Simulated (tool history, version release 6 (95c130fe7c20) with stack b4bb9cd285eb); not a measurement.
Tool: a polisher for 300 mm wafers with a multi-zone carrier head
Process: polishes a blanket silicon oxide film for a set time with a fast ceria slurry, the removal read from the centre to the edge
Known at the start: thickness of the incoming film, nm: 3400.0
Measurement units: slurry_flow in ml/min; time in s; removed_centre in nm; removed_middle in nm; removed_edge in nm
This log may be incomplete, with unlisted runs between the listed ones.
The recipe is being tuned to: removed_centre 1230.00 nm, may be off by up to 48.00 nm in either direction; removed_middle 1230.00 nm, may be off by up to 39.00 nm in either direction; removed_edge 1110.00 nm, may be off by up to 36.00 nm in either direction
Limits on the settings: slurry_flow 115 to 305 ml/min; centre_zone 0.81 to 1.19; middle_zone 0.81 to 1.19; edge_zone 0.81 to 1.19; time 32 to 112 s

run	hour	slurry_flow	centre_zone	middle_zone	edge_zone	time	removed_centre	removed_middle	removed_edge
1	0.0	195	1.00	1.00	1.00	72	1099.20	1077.70	1076.00
2	4.9	195	1.00	1.00	1.00	64	977.05	958.17	985.74
3	12.7	210	1.02	1.04	1.02	65	996.72	987.83	991.06
4	20.9	210	1.03	1.06	1.01	68	1079.50	1066.90	1064.80
5	25.4	210	1.11	1.06	1.01	68	1164.50	1076.60	1054.40
6	30.4	210	1.11	1.11	1.01	68	1133.60	1123.00	1056.00
7	37.4	220	1.12	1.12	1.01	68	1179.80	1130.10	1052.20
8	45.8	225	1.12	1.13	1.02	69	1185.90	1127.30	1064.60
9	46.6	220	1.12	1.14	1.02	70	1192.30	1182.30	1082.30
10	47.2	220	1.12	1.15	1.02	70	1219.10	1175.40	1092.20

4 candidate next runs follow, results not yet known. Just one meets every target within its allowed miss. Identify it.
A	47.8	200	1.02	1.18	1.02	72	?	?	?
B	47.8	275	1.09	1.13	0.95	72	?	?	?
C	47.8	225	1.16	1.10	0.96	69	?	?	?
D	47.8	285	1.01	1.06	1.15	72	?	?	?

move	removed_centre	removed_middle	removed_edge
A	1123.90	1236.10	1135.20
B	1244.00	1228.60	1133.30
C	1242.10	1128.10	1074.90
D	1155.60	1167.10	1222.40
A: corrects the largest miss of the last run, while another result sits out of spec
B: all results in spec
C: lands further from the targets than the last run did
D: lands further from the targets than the last run did
The right move is B.

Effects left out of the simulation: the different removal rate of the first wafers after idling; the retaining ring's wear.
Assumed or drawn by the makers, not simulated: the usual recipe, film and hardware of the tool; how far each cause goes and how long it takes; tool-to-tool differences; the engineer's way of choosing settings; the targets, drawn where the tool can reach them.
